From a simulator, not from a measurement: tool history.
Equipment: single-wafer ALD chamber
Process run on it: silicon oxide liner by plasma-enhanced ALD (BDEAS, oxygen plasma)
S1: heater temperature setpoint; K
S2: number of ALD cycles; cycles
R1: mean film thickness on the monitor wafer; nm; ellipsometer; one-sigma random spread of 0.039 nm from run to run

{"run": 1, "day": 0.0, "S1": 593.15, "S2": 77, "R1": 7.8137}
{"run": 2, "day": 0.054, "S1": 593.15, "S2": 75, "R1": 7.6872}
{"run": 3, "day": 0.258, "S1": 602.15, "S2": 75, "R1": 7.5804}
{"run": 4, "day": 0.496, "S1": 597.15, "S2": 75, "R1": 7.5853}
{"run": 5, "day": 0.846, "S1": 602.15, "S2": 75, "R1": 7.5473}
{"run": 6, "day": 0.983, "S1": 602.15, "S2": 74, "R1": 7.5183}
{"run": 7, "day": 1.104, "S1": 602.15, "S2": 73, "R1": 7.3575}

Run 8 comes next. What will it give?
{"run": 8, "day": 1.467, "S1": 602.15, "S2": 72, "R1": "?"}

R1: 7.2681 nm

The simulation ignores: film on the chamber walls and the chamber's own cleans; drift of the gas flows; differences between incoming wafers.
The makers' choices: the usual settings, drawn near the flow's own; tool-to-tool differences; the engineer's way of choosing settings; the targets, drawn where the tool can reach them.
